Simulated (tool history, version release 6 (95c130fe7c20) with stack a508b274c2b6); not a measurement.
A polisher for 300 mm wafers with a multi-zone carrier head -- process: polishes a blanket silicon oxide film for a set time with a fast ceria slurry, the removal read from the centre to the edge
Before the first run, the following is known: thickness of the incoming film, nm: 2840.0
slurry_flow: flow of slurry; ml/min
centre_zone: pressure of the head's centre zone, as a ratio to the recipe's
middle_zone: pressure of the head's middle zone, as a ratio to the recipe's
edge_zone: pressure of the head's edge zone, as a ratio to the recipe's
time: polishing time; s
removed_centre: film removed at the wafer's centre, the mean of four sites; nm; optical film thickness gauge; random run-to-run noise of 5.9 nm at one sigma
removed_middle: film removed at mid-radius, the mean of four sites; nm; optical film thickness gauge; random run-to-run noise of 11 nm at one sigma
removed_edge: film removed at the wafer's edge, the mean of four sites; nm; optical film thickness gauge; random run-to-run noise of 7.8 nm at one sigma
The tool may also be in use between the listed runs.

run    day  slurry_flow  centre_zone  middle_zone  edge_zone  time  removed_centre  removed_middle  removed_edge
  1  0.000          140         1.00         1.00       1.00    75          641.85          627.23        641.29
  2  0.100          150         0.98         1.04       1.04    79          678.41          698.50        688.48
  3  0.150          150         0.98         1.04       1.04    88          749.98          781.53        784.83
  4  0.346          165         0.98         1.04       1.04    88          768.72          791.72        780.67
  5  0.592          165         1.04         1.04       1.04    88          815.19          777.15        784.92
  6  0.917          165         1.04         1.04       0.99    88          805.19          781.30        758.83
  7  1.188          160         1.00         1.06       1.03    89          774.38          813.43        785.87

What will run 8 give?
  8  1.350          160         1.00         1.06       1.03    89               ?               ?             ?

Run 8 measured removed_centre 795.27 nm, removed_middle 794.26 nm, removed_edge 798.56 nm.
